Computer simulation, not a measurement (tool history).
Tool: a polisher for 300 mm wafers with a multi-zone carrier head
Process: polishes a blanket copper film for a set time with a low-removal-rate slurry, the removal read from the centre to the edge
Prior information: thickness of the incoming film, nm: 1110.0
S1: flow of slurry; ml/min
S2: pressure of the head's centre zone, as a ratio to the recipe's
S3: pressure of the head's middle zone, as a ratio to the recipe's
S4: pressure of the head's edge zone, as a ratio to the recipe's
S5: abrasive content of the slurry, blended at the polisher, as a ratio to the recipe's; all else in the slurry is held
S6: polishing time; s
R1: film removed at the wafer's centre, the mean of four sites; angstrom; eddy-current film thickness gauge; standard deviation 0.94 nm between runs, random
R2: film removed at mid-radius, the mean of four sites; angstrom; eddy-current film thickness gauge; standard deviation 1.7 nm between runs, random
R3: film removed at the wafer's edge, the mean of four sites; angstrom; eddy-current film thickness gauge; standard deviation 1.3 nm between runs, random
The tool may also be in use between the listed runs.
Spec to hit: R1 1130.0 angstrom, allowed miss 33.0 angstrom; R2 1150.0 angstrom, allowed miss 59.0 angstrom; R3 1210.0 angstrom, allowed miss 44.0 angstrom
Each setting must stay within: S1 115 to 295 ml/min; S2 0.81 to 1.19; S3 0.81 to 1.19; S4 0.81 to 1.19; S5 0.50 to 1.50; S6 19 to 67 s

| run | hour | S1 | S2 | S3 | S4 | S5 | S6 | R1 | R2 | R3 |
|---|---|---|---|---|---|---|---|---|---|---|
| 1 | 0.0 | 190 | 1.00 | 1.00 | 1.00 | 1.00 | 43 | 1363.8 | 1358.8 | 1354.8 |
| 2 | 0.8 | 190 | 1.00 | 1.00 | 1.07 | 1.00 | 43 | 1380.9 | 1364.5 | 1345.6 |
| 3 | 3.7 | 185 | 0.98 | 0.99 | 1.07 | 0.95 | 43 | 1301.0 | 1322.6 | 1332.3 |
| 4 | 9.8 | 180 | 0.98 | 0.98 | 1.07 | 0.90 | 43 | 1301.2 | 1309.8 | 1335.0 |
| 5 | 12.3 | 180 | 0.98 | 0.93 | 1.07 | 0.90 | 43 | 1311.2 | 1233.2 | 1321.5 |
| 6 | 15.9 | 180 | 0.97 | 0.94 | 1.07 | 0.85 | 43 | 1278.7 | 1223.8 | 1316.4 |
| 7 | 21.4 | 180 | 0.97 | 0.95 | 1.07 | 0.80 | 43 | 1254.1 | 1217.0 | 1301.3 |
| 8 | 24.9 | 180 | 0.97 | 0.96 | 1.07 | 0.75 | 43 | 1266.3 | 1213.8 | 1292.6 |
| 9 | 30.4 | 175 | 0.96 | 0.97 | 1.07 | 0.70 | 43 | 1224.3 | 1242.5 | 1295.7 |
| 10 | 36.1 | 150 | 0.93 | 0.91 | 1.00 | 0.60 | 42 | 1079.6 | 1065.7 | 1141.4 |
| 11 | 43.8 | 155 | 0.93 | 0.92 | 1.01 | 0.60 | 42 | 1083.7 | 1095.7 | 1173.1 |
| 12 | 45.4 | 155 | 0.93 | 0.92 | 1.01 | 0.60 | 42 | 1089.8 | 1081.8 | 1150.7 |

Below are 4 possible settings for the next run. Only one of them brings all results inside the allowed miss of their targets. Which is it?
| A | 47.0 | 175 | 1.03 | 0.99 | 0.93 | 0.60 | 41 | ? | ? | ? |
| B | 47.0 | 170 | 0.91 | 0.92 | 0.98 | 0.75 | 42 | ? | ? | ? |
| C | 47.0 | 155 | 0.91 | 0.96 | 1.03 | 0.55 | 48 | ? | ? | ? |
| D | 47.0 | 140 | 0.94 | 0.89 | 1.10 | 0.70 | 46 | ? | ? | ? |

| move | R1 | R2 | R3 |
|---|---|---|---|
| A | 1206.8 | 1152.7 | 1089.4 |
| B | 1126.3 | 1148.1 | 1176.4 |
| C | 1202.5 | 1272.1 | 1284.6 |
| D | 1212.9 | 1168.8 | 1295.6 |
A: the biggest miss grows against the last run
B: each result inside its tolerance
C: carries the result that was furthest off beyond its target, to the other side
D: carries the result that was furthest off beyond its target, to the other side
B is the move that brings every result within its allowed miss.
